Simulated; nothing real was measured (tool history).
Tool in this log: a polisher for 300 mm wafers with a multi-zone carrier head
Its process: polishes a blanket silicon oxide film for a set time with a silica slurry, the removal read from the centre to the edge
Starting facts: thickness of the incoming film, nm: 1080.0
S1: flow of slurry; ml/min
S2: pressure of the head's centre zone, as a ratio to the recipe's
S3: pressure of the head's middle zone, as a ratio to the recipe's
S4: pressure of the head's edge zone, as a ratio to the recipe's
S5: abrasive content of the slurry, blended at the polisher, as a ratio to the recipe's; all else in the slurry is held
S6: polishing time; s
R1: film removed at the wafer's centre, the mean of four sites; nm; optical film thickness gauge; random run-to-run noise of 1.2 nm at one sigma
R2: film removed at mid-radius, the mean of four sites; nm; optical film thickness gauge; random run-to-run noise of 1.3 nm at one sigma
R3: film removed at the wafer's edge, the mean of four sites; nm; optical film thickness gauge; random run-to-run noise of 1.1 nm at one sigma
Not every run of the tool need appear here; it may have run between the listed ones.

Run 1, hour 0.0: S1 230 ml/min, S2 1.00, S3 1.00, S4 1.00, S5 1.00, S6 37 s. Result: R1 152.49 nm, R2 144.56 nm, R3 148.02 nm.
Run 2, hour 8.8: S1 230 ml/min, S2 1.00, S3 1.00, S4 1.07, S5 1.00, S6 37 s. Result: R1 151.32 nm, R2 149.74 nm, R3 152.75 nm.
Run 3, hour 11.5: S1 230 ml/min, S2 1.00, S3 0.94, S4 1.07, S5 1.00, S6 37 s. Result: R1 151.74 nm, R2 140.57 nm, R3 148.48 nm.
Run 4, hour 12.4: S1 200 ml/min, S2 1.00, S3 0.94, S4 1.07, S5 1.00, S6 37 s. Result: R1 149.10 nm, R2 138.97 nm, R3 147.23 nm.
Run 5, hour 20.0: S1 200 ml/min, S2 0.98, S3 0.94, S4 1.02, S5 0.85, S6 36 s. Result: R1 133.27 nm, R2 123.40 nm, R3 134.68 nm.
Run 6, hour 22.2: S1 200 ml/min, S2 1.04, S3 0.94, S4 1.02, S5 0.85, S6 36 s. Result: R1 142.79 nm, R2 129.74 nm, R3 132.39 nm.

Run 7 comes next. What will it give?
Run 7, hour 23.6: S1 200 ml/min, S2 1.03, S3 0.94, S4 1.00, S5 0.75, S6 34 s. Result: R1 ?, R2 ?, R3 ?.

R1: 127.93 nm
R2: 115.70 nm
R3: 120.45 nm
